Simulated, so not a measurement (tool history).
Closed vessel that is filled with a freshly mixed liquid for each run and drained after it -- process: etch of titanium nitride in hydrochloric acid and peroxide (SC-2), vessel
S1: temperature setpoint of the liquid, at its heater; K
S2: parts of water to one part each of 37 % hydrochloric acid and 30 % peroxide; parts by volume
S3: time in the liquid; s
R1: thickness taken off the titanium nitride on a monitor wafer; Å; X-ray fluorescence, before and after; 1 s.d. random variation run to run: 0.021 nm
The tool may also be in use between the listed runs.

| run | hour | S1 | S2 | S3 | R1 |
|---|---|---|---|---|---|
| 1 | 0.0 | 337.15 | 10.0 | 30 | 19.943 |
| 2 | 0.7 | 337.15 | 10.0 | 30 | 19.874 |
| 3 | 7.2 | 337.15 | 10.0 | 30 | 19.815 |
| 4 | 14.8 | 338.15 | 10.0 | 30 | 21.080 |
| 5 | 23.4 | 338.15 | 11.5 | 30 | 18.891 |
| 6 | 30.5 | 339.65 | 11.5 | 30 | 20.716 |

Expected results for the next run?
| 7 | 37.0 | 340.65 | 11.5 | 30 | ? |

For run 7 the tool returned R1 21.863 Å.

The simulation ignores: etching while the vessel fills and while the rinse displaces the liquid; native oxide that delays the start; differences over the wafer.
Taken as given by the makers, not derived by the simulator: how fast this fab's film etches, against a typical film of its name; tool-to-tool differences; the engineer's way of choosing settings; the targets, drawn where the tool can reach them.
